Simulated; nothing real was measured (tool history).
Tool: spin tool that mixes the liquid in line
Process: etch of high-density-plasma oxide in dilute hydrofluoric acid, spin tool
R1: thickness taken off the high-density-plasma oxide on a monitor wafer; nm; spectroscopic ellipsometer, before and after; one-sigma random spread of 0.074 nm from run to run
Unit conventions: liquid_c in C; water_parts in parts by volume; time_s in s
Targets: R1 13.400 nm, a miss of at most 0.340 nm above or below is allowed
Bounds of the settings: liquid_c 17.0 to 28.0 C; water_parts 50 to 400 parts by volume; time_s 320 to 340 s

{"run": 1, "hour": 0.0, "liquid_c": 20.0, "water_parts": 225, "time_s": 320, "R1": 10.73}
{"run": 2, "hour": 3.6, "liquid_c": 18.5, "water_parts": 225, "time_s": 320, "R1": 10.007}
{"run": 3, "hour": 7.9, "liquid_c": 19.5, "water_parts": 225, "time_s": 320, "R1": 10.37}
{"run": 4, "hour": 9.4, "liquid_c": 19.5, "water_parts": 225, "time_s": 340, "R1": 10.879}
{"run": 5, "hour": 15.4, "liquid_c": 19.5, "water_parts": 225, "time_s": 320, "R1": 10.446}
{"run": 6, "hour": 20.7, "liquid_c": 20.5, "water_parts": 225, "time_s": 320, "R1": 10.761}
{"run": 7, "hour": 26.8, "liquid_c": 21.5, "water_parts": 225, "time_s": 320, "R1": 11.349}
{"run": 8, "hour": 27.9, "liquid_c": 22.0, "water_parts": 225, "time_s": 320, "R1": 11.415}
{"run": 9, "hour": 31.6, "liquid_c": 22.0, "water_parts": 225, "time_s": 320, "R1": 11.412}
{"run": 10, "hour": 34.1, "liquid_c": 22.5, "water_parts": 225, "time_s": 320, "R1": 11.645}
{"run": 11, "hour": 36.9, "liquid_c": 23.0, "water_parts": 225, "time_s": 320, "R1": 11.751}
{"run": 12, "hour": 43.8, "liquid_c": 23.5, "water_parts": 225, "time_s": 320, "R1": 12.133}

Which of these 4 next moves meets every target?
{"run": "A", "hour": 50.7, "liquid_c": 24.0, "water_parts": 220, "time_s": 340, "R1": "?"}
{"run": "B", "hour": 50.7, "liquid_c": 28.0, "water_parts": 225, "time_s": 320, "R1": "?"}
{"run": "C", "hour": 50.7, "liquid_c": 24.5, "water_parts": 210, "time_s": 340, "R1": "?"}
{"run": "D", "hour": 50.7, "liquid_c": 25.0, "water_parts": 215, "time_s": 340, "R1": "?"}

move=A R1=13.452
move=B R1=14.196
move=C R1=14.506
move=D R1=14.351
A: each result inside its tolerance
B: takes the result that was furthest off past its target
C: takes the result that was furthest off past its target
D: takes the result that was furthest off past its target
A is the move that brings every result within its allowed miss.
